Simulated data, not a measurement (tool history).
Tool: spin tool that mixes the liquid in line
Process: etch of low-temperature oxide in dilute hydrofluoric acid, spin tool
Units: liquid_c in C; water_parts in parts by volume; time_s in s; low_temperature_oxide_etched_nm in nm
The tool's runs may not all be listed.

run,hour,liquid_c,water_parts,time_s,low_temperature_oxide_etched_nm
1,0.0,23.0,60,60,14.499
2,5.1,23.0,60,45,10.940
3,7.7,23.0,50,45,13.111
4,10.4,23.0,50,60,17.536
5,18.4,21.5,55,60,14.998
6,21.8,21.5,45,60,18.525
7,29.6,20.5,55,60,14.446
8,33.4,19.5,60,60,12.541
9,39.8,19.0,60,60,12.335
10,43.2,18.5,60,60,12.039
11,46.0,18.0,60,60,11.705

Run 12 has not been measured yet. What should we expect?
12,54.6,17.5,60,60,?

Run 12 came out at low_temperature_oxide_etched_nm 11.602 nm.
